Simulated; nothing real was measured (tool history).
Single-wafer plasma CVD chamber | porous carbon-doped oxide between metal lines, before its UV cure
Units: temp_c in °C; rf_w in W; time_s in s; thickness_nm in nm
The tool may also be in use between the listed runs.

run,hour,temp_c,rf_w,time_s,thickness_nm
1,0.0,285,530,25.6,166.94
2,8.1,293,530,25.6,157.68
3,17.0,296,525,25.6,152.95
4,22.1,286,525,25.6,164.03
5,29.6,290,520,25.6,158.46
6,36.7,290,520,25.6,158.67
7,37.9,290,520,25.6,158.33
# hour 44.6: RF generator calibrated
8,44.6,293,520,25.6,159.30
9,47.9,296,500,25.6,151.52

The next listed run, before its measurement:
10,52.6,298,495,25.6,?

thickness_nm: 148.58 nm
